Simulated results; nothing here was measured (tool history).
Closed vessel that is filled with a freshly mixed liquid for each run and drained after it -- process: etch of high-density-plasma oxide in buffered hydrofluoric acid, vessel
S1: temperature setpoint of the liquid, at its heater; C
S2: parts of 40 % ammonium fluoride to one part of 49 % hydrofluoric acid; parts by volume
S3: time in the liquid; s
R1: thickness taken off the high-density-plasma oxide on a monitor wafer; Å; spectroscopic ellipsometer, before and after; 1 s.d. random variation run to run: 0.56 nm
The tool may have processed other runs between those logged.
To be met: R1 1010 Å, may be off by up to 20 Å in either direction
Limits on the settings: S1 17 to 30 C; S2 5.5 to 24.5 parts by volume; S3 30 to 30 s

run    day    S1    S2  S3      R1
  1      0    22    15  30   380.6
  2  0.083    24    15  30  424.73
  3  0.329  25.5    13  30  531.61
  4  0.704  26.5  11.5  30  622.79
  5  0.729  27.5  10.5  30   717.6
  6  0.917  29.5  10.5  30  801.64
  7  1.221    30     7  30  1226.9
  8   1.25    29     7  30  1148.7
  9  1.421  28.5     7  30  1121.9
 10  1.471    28     7  30  1087.1
 11  1.733  27.5     7  30  1066.3
 12  1.896    27     7  30    1034

Below are 5 possible settings for the next run. Only one of them brings all results inside the allowed miss of their targets. Which is it?
  A  2.058  27.5    7  30   ?
  B  2.058    30    8  30   ?
  C  2.058  26.5  6.5  30   ?
  D  2.058    24    6  30   ?
  E  2.058  29.5  7.5  30   ?

move      R1
   A  1057.7
   B    1045
   C  1069.3
   D  1001.3
   E  1091.4
A: misses by more than the last run did
B: misses by more than the last run did
C: misses by more than the last run did
D: all results in spec
E: misses by more than the last run did
So the answer is move D, the one that meets all the targets.
